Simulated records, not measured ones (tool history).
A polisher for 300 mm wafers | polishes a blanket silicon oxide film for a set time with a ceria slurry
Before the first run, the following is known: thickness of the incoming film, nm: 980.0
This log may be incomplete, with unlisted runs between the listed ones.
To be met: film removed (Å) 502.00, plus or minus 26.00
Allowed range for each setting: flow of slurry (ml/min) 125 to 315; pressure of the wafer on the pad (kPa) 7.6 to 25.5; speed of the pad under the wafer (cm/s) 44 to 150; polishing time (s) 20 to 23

| run | day | flow of slurry (ml/min) | pressure of the wafer on the pad (kPa) | speed of the pad under the wafer (cm/s) | polishing time (s) | film removed (Å) |
|---|---|---|---|---|---|---|
| 1 | 0.000 | 205 | 16.5 | 96 | 23 | 713.83 |
| 2 | 0.367 | 205 | 15.2 | 96 | 23 | 655.78 |
| 3 | 0.508 | 205 | 15.2 | 96 | 23 | 644.91 |
| 4 | 0.750 | 205 | 15.2 | 96 | 23 | 643.50 |
| 5 | 1.083 | 205 | 15.2 | 118 | 23 | 793.11 |
|  | 1.400 | head pressure recalibrated |
| 6 | 1.400 | 250 | 15.2 | 118 | 23 | 880.23 |
| 7 | 1.542 | 230 | 13.1 | 118 | 23 | 749.63 |
| 8 | 1.592 | 215 | 11.7 | 118 | 23 | 679.32 |
| 9 | 1.658 | 205 | 10.3 | 118 | 23 | 604.65 |
| 10 | 1.808 | 195 | 9.7 | 118 | 23 | 538.76 |
| 11 | 1.971 | 190 | 9.7 | 118 | 23 | 544.52 |
| 12 | 2.021 | 185 | 9.7 | 118 | 23 | 554.32 |
| 13 | 2.142 | 180 | 9.7 | 118 | 23 | 558.71 |

Exactly one of the 5 candidate moves below puts every result within its allowed miss. Which one?
| A | 2.262 | 180 | 7.6 | 132 | 20 | ? |
| B | 2.262 | 195 | 11.0 | 130 | 23 | ? |
| C | 2.262 | 150 | 11.7 | 108 | 23 | ? |
| D | 2.262 | 175 | 11.0 | 96 | 20 | ? |
| E | 2.262 | 180 | 9.7 | 122 | 20 | ? |

| move | film removed (Å) |
|---|---|
| A | 421.96 |
| B | 688.51 |
| C | 587.86 |
| D | 439.54 |
| E | 490.51 |
A: takes the biggest miss from the last run beyond its target
B: misses by more than the last run did
C: misses by more than the last run did
D: takes the biggest miss from the last run beyond its target
E: in spec on every target
So the answer is move E, the one that meets all the targets.

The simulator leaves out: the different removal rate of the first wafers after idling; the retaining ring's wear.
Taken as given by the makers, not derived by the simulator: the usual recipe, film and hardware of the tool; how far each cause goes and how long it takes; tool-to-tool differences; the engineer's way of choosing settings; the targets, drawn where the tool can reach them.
